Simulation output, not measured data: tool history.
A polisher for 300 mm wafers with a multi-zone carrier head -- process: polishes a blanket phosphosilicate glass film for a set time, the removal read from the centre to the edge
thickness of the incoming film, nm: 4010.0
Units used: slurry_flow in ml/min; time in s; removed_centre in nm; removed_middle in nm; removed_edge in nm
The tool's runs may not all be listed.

| run | day | slurry_flow | centre_zone | middle_zone | edge_zone | slurry_solids | time | removed_centre | removed_middle | removed_edge |
|---|---|---|---|---|---|---|---|---|---|---|
| 1 | 0.000 | 165 | 1.00 | 1.00 | 1.00 | 1.00 | 41 | 281.79 | 282.63 | 282.29 |
| 2 | 0.046 | 155 | 0.97 | 0.98 | 0.98 | 0.90 | 41 | 245.06 | 255.39 | 257.34 |
| 3 | 0.308 | 145 | 0.95 | 0.96 | 0.95 | 0.90 | 41 | 245.50 | 247.76 | 252.06 |
| 4 | 0.362 | 145 | 0.95 | 0.96 | 0.95 | 1.10 | 41 | 272.61 | 285.00 | 281.85 |
| 5 | 0.562 | 145 | 1.03 | 0.96 | 0.95 | 1.10 | 41 | 298.73 | 277.84 | 285.61 |
| 6 | 0.842 | 170 | 1.03 | 0.96 | 0.95 | 1.10 | 41 | 311.57 | 291.02 | 290.56 |
| 7 | 0.900 | 160 | 0.99 | 0.95 | 0.94 | 1.05 | 41 | 279.13 | 276.43 | 276.27 |
| 8 | 1.038 | 150 | 0.96 | 0.93 | 0.92 | 1.00 | 41 | 263.35 | 258.81 | 267.58 |
| 9 | 1.088 | 145 | 0.93 | 0.93 | 0.91 | 0.95 | 41 | 245.71 | 253.14 | 258.31 |
| 10 | 1.229 | 140 | 0.91 | 0.93 | 0.90 | 0.90 | 41 | 230.48 | 241.43 | 244.99 |
| 11 | 1.342 | 135 | 0.89 | 0.93 | 0.90 | 0.85 | 41 | 214.92 | 226.52 | 235.69 |
| 12 | 1.708 | 130 | 0.87 | 0.93 | 0.89 | 0.85 | 41 | 207.36 | 227.45 | 231.54 |

What does the tool deliver on the next run?
| 13 | 1.875 | 100 | 0.81 | 0.86 | 0.86 | 0.75 | 41 | ? | ? | ? |

{"run 13": {"removed_centre": 158.21, "removed_middle": 178.98, "removed_edge": 198.17}}
